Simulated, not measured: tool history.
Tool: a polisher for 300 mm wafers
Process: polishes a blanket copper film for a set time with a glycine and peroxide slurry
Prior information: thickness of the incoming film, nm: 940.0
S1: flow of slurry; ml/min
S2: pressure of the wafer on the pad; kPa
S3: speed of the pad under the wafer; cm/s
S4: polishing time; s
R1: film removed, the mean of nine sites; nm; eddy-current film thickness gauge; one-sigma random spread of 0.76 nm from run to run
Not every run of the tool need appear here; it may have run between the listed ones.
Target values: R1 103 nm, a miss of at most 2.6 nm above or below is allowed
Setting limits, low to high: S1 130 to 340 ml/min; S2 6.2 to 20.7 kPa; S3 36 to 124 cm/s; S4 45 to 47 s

| run | day | S1 | S2 | S3 | S4 | R1 |
|---|---|---|---|---|---|---|
| 1 | 0 | 220 | 13.1 | 80 | 45 | 139.73 |
| 2 | 0.275 | 220 | 13.1 | 80 | 47 | 146.23 |
| 3 | 0.575 | 215 | 11.7 | 80 | 47 | 137.83 |
| 4 | 0.633 | 215 | 10.3 | 80 | 47 | 129.34 |
| 5 | 0.942 | 215 | 10.3 | 80 | 47 | 129.51 |
| 6 | 1.183 | 210 | 9 | 78 | 47 | 118.77 |
| 7 | 1.412 | 205 | 8.3 | 78 | 47 | 113.03 |
| 8 | 1.512 | 195 | 7.6 | 78 | 47 | 109.75 |

Of the 4 settings listed for the next run, only one would bring every result within its allowed miss of target. Which one?
| A | 1.612 | 195 | 7.6 | 88 | 47 | ? |
| B | 1.612 | 205 | 7.6 | 82 | 45 | ? |
| C | 1.612 | 230 | 10.3 | 60 | 45 | ? |
| D | 1.612 | 270 | 8.3 | 84 | 46 | ? |

| move | R1 |
|---|---|
| A | 117.85 |
| B | 108.61 |
| C | 104.14 |
| D | 120.42 |
A: lands further from the targets than the last run did
B: better than the last run, though not everything is in spec
C: meets every target
D: lands further from the targets than the last run did
So the answer is move C, the one that meets all the targets.

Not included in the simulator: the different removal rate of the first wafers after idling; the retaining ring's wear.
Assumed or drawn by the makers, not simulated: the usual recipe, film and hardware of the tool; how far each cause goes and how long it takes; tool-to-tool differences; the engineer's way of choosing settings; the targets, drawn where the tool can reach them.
